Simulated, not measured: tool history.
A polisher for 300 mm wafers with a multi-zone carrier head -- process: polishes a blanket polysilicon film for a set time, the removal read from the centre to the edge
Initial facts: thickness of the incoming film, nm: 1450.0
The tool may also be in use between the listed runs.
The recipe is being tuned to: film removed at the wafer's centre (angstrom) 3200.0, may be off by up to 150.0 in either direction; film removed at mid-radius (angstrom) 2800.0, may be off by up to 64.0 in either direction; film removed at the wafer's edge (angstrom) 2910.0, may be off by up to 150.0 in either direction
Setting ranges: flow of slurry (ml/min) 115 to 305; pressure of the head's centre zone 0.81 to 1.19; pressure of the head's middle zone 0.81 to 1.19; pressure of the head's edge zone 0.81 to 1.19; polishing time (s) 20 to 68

run	hour	flow of slurry (ml/min)	pressure of the head's centre zone	pressure of the head's middle zone	pressure of the head's edge zone	polishing time (s)	film removed at the wafer's centre (angstrom)	film removed at mid-radius (angstrom)	film removed at the wafer's edge (angstrom)
1	0.0	195	1.00	1.00	1.00	44	3090.7	3151.4	3161.4
2	4.9	195	1.00	1.00	1.05	44	3086.3	3161.4	3248.7
3	11.2	195	1.00	1.00	1.11	44	3134.6	3170.9	3377.4
4	16.2	195	1.00	1.00	1.11	50	3471.2	3616.6	3813.3
5	18.0	190	1.01	0.98	1.07	49	3450.7	3478.6	3639.7
6	20.6	190	1.01	0.98	1.07	57	4085.8	3988.4	4300.5
7	23.2	185	1.01	0.96	1.03	55	3766.9	3820.2	4055.3
8	24.2	185	1.03	0.95	1.01	53	3729.9	3629.8	3870.3
9	30.2	185	1.04	0.94	0.99	51	3682.3	3469.5	3604.9
10	31.7	180	1.04	0.92	0.97	50	3642.8	3321.1	3542.3
11	40.1	180	1.04	0.91	0.95	49	3514.9	3215.3	3437.4
12	42.5	180	1.04	0.91	0.93	48	3415.3	3164.5	3298.1
13	46.7	175	1.04	0.90	0.91	48	3416.9	3150.1	3286.7
14	54.0	175	1.04	0.89	0.90	47	3309.8	3005.3	3226.2
15	63.0	170	1.05	0.89	0.89	47	3297.6	3023.5	3063.3
16	70.4	170	1.05	0.89	0.89	47	3340.4	2991.4	3127.4
17	78.1	165	1.05	0.89	0.88	47	3290.5	2962.0	3115.6
18	82.0	160	1.05	0.89	0.87	47	3288.0	2965.5	3065.1
19	88.7	155	1.05	0.89	0.87	47	3162.7	2933.2	3068.2
# hour 95.1: slurry nozzle cleaned
20	95.1	155	1.06	0.89	0.86	47	3639.4	3181.2	3229.3
21	102.6	165	1.06	0.88	0.85	47	3656.2	3197.2	3252.6
22	111.4	130	1.02	0.83	0.81	43	3038.8	2665.8	2732.4
23	113.6	135	1.02	0.83	0.81	43	3091.5	2719.0	2836.8

Below are 5 possible settings for the next run. Only one of them brings all results inside the allowed miss of their targets. Which is it?
A	115.8	115	1.09	0.81	0.81	45	?	?	?
B	115.8	135	0.96	0.92	0.83	43	?	?	?
C	115.8	165	0.92	0.83	0.84	43	?	?	?
D	115.8	120	1.05	0.85	0.84	45	?	?	?
E	115.8	130	1.19	1.02	0.81	40	?	?	?

move	film removed at the wafer's centre (angstrom)	film removed at mid-radius (angstrom)	film removed at the wafer's edge (angstrom)
A	3210.8	2670.5	2885.8
B	2828.8	2889.9	2863.6
C	2838.7	2816.4	2968.8
D	3133.6	2787.1	2954.4
E	3235.9	2854.5	2616.2
A: the biggest miss grows against the last run
B: moves the result that the last run missed by most past its target, out the other side
C: meets the target for the result that was furthest off, but another lies outside its allowed miss
D: meets every target
E: meets the target for the result that was furthest off, but another lies outside its allowed miss
Go with D: it meets all targets.

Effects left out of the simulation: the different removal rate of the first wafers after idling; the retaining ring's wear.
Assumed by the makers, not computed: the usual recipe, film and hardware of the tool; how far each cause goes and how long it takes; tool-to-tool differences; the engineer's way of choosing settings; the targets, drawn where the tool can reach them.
